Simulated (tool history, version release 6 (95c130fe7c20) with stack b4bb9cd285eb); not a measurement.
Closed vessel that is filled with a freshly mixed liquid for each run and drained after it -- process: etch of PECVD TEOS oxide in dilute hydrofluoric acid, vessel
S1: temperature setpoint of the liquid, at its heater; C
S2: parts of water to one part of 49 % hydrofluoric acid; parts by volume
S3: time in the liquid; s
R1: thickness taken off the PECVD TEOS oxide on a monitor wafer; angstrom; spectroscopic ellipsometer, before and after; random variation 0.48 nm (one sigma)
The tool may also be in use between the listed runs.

run	hour	S1	S2	S3	R1
1	0	24	105	105	230.66
2	5.3	25	100	105	252.13
3	6.1	25	80	105	323.78
4	7.8	26	80	105	337.63
5	9.2	26	110	105	241.6
6	12.3	26	110	105	233.87
7	14.5	30	70	105	460.85

Run 8 has not been measured yet. What should we expect?
8	18.5	31	70	105	?

R1: 475.26 angstrom

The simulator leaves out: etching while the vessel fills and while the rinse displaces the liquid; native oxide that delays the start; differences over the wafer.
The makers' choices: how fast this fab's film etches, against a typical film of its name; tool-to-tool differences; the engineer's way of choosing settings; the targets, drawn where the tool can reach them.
